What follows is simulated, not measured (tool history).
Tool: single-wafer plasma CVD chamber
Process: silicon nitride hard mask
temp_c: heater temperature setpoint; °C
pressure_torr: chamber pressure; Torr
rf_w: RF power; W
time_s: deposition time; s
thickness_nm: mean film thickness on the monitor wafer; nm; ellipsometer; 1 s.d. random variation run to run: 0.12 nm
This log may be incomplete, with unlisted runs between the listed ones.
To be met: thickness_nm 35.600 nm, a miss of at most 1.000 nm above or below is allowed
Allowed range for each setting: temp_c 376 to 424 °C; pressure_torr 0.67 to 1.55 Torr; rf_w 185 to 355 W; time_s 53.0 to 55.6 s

run,hour,temp_c,pressure_torr,rf_w,time_s,thickness_nm
1,0.0,400,1.11,270,55.6,47.576
2,2.5,400,1.11,285,55.6,49.122
3,7.8,400,1.07,270,55.2,46.051
4,14.6,400,1.07,250,55.2,44.519
5,18.0,400,1.03,245,55.0,42.864
6,19.2,400,0.99,240,54.9,41.370
7,21.4,400,0.77,215,54.3,33.305
8,26.6,400,0.90,220,54.3,36.965
9,28.9,400,0.89,220,54.3,36.712

Below are 5 possible settings for the next run. Only one of them brings all results inside the allowed miss of their targets. Which is it?
A,31.2,401,0.91,200,55.2,?
B,31.2,403,0.94,225,55.6,?
C,31.2,402,0.87,225,55.6,?
D,31.2,396,0.87,230,55.2,?
E,31.2,399,0.94,215,55.6,?

move,thickness_nm
A,35.673
B,39.338
C,37.796
D,38.129
E,38.280
A: hits every target within its allowed miss
B: lands further from the targets than the last run did
C: lands further from the targets than the last run did
D: lands further from the targets than the last run did
E: lands further from the targets than the last run did
A is the move that brings every result within its allowed miss.
